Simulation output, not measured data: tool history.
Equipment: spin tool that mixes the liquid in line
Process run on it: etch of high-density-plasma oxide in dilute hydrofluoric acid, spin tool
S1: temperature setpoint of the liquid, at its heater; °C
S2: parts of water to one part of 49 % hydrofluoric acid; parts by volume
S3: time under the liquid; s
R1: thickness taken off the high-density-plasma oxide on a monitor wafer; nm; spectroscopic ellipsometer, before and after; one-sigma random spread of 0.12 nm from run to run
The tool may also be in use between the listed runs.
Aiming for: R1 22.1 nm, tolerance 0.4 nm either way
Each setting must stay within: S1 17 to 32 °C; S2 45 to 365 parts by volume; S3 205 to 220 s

run  hour    S1   S2   S3      R1
  1     0    24  205  205  10.892
  2   8.5    25  195  205   11.93
  3  13.9    26  185  205  13.207
  4  17.5    27  180  205  14.158
  5  23.8  29.5  180  205  15.484
  6  30.3    28  180  205  14.519
  7  34.5  28.5  175  205  15.399
  8  35.8    29  170  205  16.311
  9    38  29.5  165  205  17.177
 10  38.8    32  135  205  23.889
 11  42.3  31.5  135  205  23.453

5 candidate next runs follow, results not yet known. Just one meets every target within its allowed miss. Identify it.
  A  45.8    32  150  215   ?
  B  45.8  27.5  125  220   ?
  C  45.8  30.5  130  220   ?
  D  45.8  31.5  125  205   ?
  E  45.8  30.5  125  210   ?

move      R1
   A   21.97
   B  23.597
   C  25.215
   D  25.511
   E  25.194
A: every result lands within tolerance
B: further off than the last run
C: further off than the last run
D: further off than the last run
E: further off than the last run
Answer: A
